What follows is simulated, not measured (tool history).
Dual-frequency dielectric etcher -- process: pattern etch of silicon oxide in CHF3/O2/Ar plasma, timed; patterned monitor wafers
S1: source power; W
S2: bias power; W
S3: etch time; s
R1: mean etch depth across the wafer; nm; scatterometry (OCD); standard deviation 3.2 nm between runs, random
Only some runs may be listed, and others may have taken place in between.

run	hour	S1	S2	S3	R1
1	0.0	500	139	626.5	1086.9
2	1.0	530	144	628.5	1127.9
3	6.6	560	148	630.0	1165.5
4	11.2	580	151	631.0	1182.4
# hour 12.6: source power generator calibrated
5	12.6	580	174	631.0	1205.3
6	14.6	600	176	632.5	1228.2

Predict the results of run 7:
7	15.6	610	177	633.5	?

For run 7 the tool returned R1 1239.7 nm.
